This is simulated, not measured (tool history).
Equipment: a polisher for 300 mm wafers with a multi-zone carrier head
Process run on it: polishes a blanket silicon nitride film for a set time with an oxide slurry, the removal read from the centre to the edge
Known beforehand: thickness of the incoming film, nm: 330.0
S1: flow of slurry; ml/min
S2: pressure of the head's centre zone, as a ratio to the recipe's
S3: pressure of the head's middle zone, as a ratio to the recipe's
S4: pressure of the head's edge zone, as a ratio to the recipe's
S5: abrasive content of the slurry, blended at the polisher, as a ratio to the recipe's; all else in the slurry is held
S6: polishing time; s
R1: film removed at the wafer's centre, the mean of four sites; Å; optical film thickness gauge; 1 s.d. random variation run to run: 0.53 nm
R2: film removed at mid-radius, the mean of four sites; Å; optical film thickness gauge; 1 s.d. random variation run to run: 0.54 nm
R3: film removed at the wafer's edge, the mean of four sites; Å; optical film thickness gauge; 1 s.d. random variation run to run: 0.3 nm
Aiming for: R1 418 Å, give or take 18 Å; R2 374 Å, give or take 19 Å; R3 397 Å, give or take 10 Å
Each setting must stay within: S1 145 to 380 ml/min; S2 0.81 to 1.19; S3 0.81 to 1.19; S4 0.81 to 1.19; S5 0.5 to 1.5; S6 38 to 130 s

{"run": 1, "hour": 0.0, "S1": 245, "S2": 1, "S3": 1, "S4": 1, "S5": 1, "S6": 84, "R1": 598.36, "R2": 599.7, "R3": 622.92}
{"run": 2, "hour": 7.2, "S1": 245, "S2": 1, "S3": 0.99, "S4": 0.99, "S5": 0.95, "S6": 83, "R1": 572.21, "R2": 581.02, "R3": 599.68}
{"run": 3, "hour": 15.8, "S1": 245, "S2": 0.95, "S3": 0.99, "S4": 0.99, "S5": 0.95, "S6": 83, "R1": 553.3, "R2": 576.63, "R3": 591.93}
{"run": 4, "hour": 23.1, "S1": 245, "S2": 0.96, "S3": 0.97, "S4": 0.97, "S5": 0.9, "S6": 82, "R1": 537.46, "R2": 556.1, "R3": 562.8}
{"run": 5, "hour": 25.3, "S1": 245, "S2": 0.96, "S3": 0.97, "S4": 1.01, "S5": 0.9, "S6": 82, "R1": 530.66, "R2": 545.34, "R3": 581.44}
{"run": 6, "hour": 29.9, "S1": 245, "S2": 0.97, "S3": 0.95, "S4": 1, "S5": 0.85, "S6": 81, "R1": 531.16, "R2": 528.38, "R3": 550.24}
{"run": 7, "hour": 36.2, "S1": 240, "S2": 0.97, "S3": 0.93, "S4": 1, "S5": 0.8, "S6": 80, "R1": 495.76, "R2": 485.4, "R3": 533.96}
{"run": 8, "hour": 44.1, "S1": 240, "S2": 0.97, "S3": 0.92, "S4": 0.98, "S5": 0.75, "S6": 79, "R1": 473.05, "R2": 462.34, "R3": 500.59}
{"run": 9, "hour": 45.1, "S1": 240, "S2": 0.97, "S3": 0.91, "S4": 0.96, "S5": 0.75, "S6": 79, "R1": 478.94, "R2": 454.72, "R3": 502.97}
{"run": 10, "hour": 52.3, "S1": 240, "S2": 0.98, "S3": 0.91, "S4": 0.95, "S5": 0.7, "S6": 78, "R1": 471.19, "R2": 454.43, "R3": 482.07}
{"run": 11, "hour": 58.6, "S1": 240, "S2": 0.98, "S3": 0.9, "S4": 0.94, "S5": 0.7, "S6": 78, "R1": 466.59, "R2": 439.07, "R3": 473.27}

Of the 4 settings listed for the next run, only one would bring every result within its allowed miss of target. Which one?
{"run": "A", "hour": 64.9, "S1": 255, "S2": 1.03, "S3": 0.89, "S4": 0.91, "S5": 0.65, "S6": 68, "R1": "?", "R2": "?", "R3": "?"}
{"run": "B", "hour": 64.9, "S1": 300, "S2": 1.02, "S3": 1.09, "S4": 0.86, "S5": 0.5, "S6": 83, "R1": "?", "R2": "?", "R3": "?"}
{"run": "C", "hour": 64.9, "S1": 270, "S2": 1.19, "S3": 0.92, "S4": 0.81, "S5": 0.65, "S6": 71, "R1": "?", "R2": "?", "R3": "?"}
{"run": "D", "hour": 64.9, "S1": 245, "S2": 0.9, "S3": 1.11, "S4": 0.93, "S5": 0.55, "S6": 82, "R1": "?", "R2": "?", "R3": "?"}

move=A R1=422.24 R2=372.31 R3=394.85
move=B R1=458.09 R2=482.37 R3=417.56
move=C R1=513.28 R2=401.64 R3=392.86
move=D R1=408.89 R2=497.44 R3=441.2
A: all results in spec
B: nearer than the last run, and not there yet
C: corrects the largest miss of the last run, while another result sits out of spec
D: nearer than the last run, and not there yet
The right move is A.

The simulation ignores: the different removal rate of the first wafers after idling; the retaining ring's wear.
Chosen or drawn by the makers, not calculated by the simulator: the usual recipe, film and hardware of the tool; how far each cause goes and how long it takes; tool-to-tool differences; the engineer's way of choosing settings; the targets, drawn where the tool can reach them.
